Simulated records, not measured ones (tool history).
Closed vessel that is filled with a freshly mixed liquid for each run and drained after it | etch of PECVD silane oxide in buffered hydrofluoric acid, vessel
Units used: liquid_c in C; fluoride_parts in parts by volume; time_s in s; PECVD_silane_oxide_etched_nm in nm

run 1 hour=0.0 | liquid_c=23.0 fluoride_parts=20.0 time_s=30 | PECVD_silane_oxide_etched_nm=28.568
run 2 hour=9.1 | liquid_c=23.0 fluoride_parts=23.0 time_s=30 | PECVD_silane_oxide_etched_nm=25.895
run 3 hour=15.1 | liquid_c=25.0 fluoride_parts=23.0 time_s=30 | PECVD_silane_oxide_etched_nm=28.895
run 4 hour=16.6 | liquid_c=26.0 fluoride_parts=21.5 time_s=30 | PECVD_silane_oxide_etched_nm=31.884
run 5 hour=24.8 | liquid_c=28.0 fluoride_parts=21.5 time_s=30 | PECVD_silane_oxide_etched_nm=35.510
-- hour=30.7 hydrofluoric acid flow meter replaced
run 6 hour=30.7 | liquid_c=28.5 fluoride_parts=20.0 time_s=30 | PECVD_silane_oxide_etched_nm=40.566
run 7 hour=33.8 | liquid_c=29.0 fluoride_parts=19.0 time_s=30 | PECVD_silane_oxide_etched_nm=43.733
run 8 hour=42.6 | liquid_c=29.5 fluoride_parts=18.5 time_s=30 | PECVD_silane_oxide_etched_nm=45.575
run 9 hour=51.6 | liquid_c=31.0 fluoride_parts=14.0 time_s=30 | PECVD_silane_oxide_etched_nm=65.401
run 10 hour=56.9 | liquid_c=30.5 fluoride_parts=14.0 time_s=30 | PECVD_silane_oxide_etched_nm=63.437

Run 11, settings as shown, results not yet in. Your forecast:
run 11 hour=59.5 | liquid_c=30.0 fluoride_parts=14.0 time_s=30 | PECVD_silane_oxide_etched_nm=?

Run 11 gave PECVD_silane_oxide_etched_nm 62.466 nm.
